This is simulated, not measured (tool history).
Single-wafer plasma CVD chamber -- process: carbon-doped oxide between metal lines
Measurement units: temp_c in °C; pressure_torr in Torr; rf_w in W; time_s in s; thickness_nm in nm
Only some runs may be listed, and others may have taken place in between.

| run | hour | temp_c | pressure_torr | rf_w | time_s | thickness_nm |
|---|---|---|---|---|---|---|
| 1 | 0.0 | 355 | 6.81 | 620 | 17.8 | 105.880 |
| 2 | 3.5 | 355 | 6.81 | 620 | 17.8 | 105.180 |
| 3 | 11.4 | 359 | 6.55 | 590 | 17.8 | 100.410 |
| 4 | 15.2 | 363 | 6.27 | 580 | 17.8 | 98.563 |
| 5 | 18.2 | 363 | 6.27 | 580 | 17.8 | 98.752 |
| 6 | 22.9 | 363 | 6.72 | 580 | 17.8 | 99.590 |

Predict the results of run 7:
| 7 | 30.9 | 364 | 6.26 | 565 | 17.8 | ? |

{"run 7": {"thickness_nm": 96.68}}
